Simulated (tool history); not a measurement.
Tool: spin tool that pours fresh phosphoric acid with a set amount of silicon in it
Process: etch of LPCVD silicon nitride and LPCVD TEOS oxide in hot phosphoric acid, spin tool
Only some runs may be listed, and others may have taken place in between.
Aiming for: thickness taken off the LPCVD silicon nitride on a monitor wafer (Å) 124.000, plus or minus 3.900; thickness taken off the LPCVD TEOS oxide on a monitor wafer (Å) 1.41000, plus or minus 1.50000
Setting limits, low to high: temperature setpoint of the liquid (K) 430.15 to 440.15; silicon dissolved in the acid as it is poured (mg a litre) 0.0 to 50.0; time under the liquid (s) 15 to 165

| run | hour | temperature setpoint of the liquid (K) | silicon dissolved in the acid as it is poured (mg a litre) | time under the liquid (s) | thickness taken off the LPCVD silicon nitride on a monitor wafer (Å) | thickness taken off the LPCVD TEOS oxide on a monitor wafer (Å) |
|---|---|---|---|---|---|---|
| 1 | 0.0 | 435.15 | 30.0 | 85 | 81.005 | 0.60340 |
| 2 | 5.0 | 435.65 | 29.5 | 90 | 87.309 | 1.62540 |
| 3 | 12.8 | 435.65 | 29.5 | 120 | 118.670 | 1.38500 |
| 4 | 20.1 | 435.65 | 30.0 | 120 | 116.150 | 1.92630 |
| 5 | 26.1 | 435.65 | 30.0 | 155 | 150.200 | 3.16510 |
| 6 | 30.4 | 435.15 | 30.5 | 155 | 145.370 | 2.83990 |
| 7 | 35.4 | 435.15 | 31.5 | 155 | 149.300 | 1.67270 |
| 8 | 36.8 | 434.65 | 30.0 | 155 | 144.930 | 3.20790 |
| 9 | 40.6 | 433.15 | 49.0 | 145 | 130.250 | 0.76394 |
| 10 | 48.8 | 433.15 | 47.5 | 145 | 128.860 | 0.77655 |

4 next moves are on the table. One of them brings every result within its allowed miss. Which?
| A | 57.0 | 431.65 | 29.5 | 145 | ? | ? |
| B | 57.0 | 433.15 | 34.5 | 150 | ? | ? |
| C | 57.0 | 433.65 | 50.0 | 145 | ? | ? |
| D | 57.0 | 433.15 | 44.5 | 150 | ? | ? |

| move | thickness taken off the LPCVD silicon nitride on a monitor wafer (Å) | thickness taken off the LPCVD TEOS oxide on a monitor wafer (Å) |
|---|---|---|
| A | 124.350 | 1.49970 |
| B | 135.310 | 1.39440 |
| C | 133.010 | 0.71302 |
| D | 135.310 | 0.71421 |
A: each result inside its tolerance
B: moves away from the targets compared with the last run
C: moves away from the targets compared with the last run
D: moves away from the targets compared with the last run
Correct choice: A, which meets every target
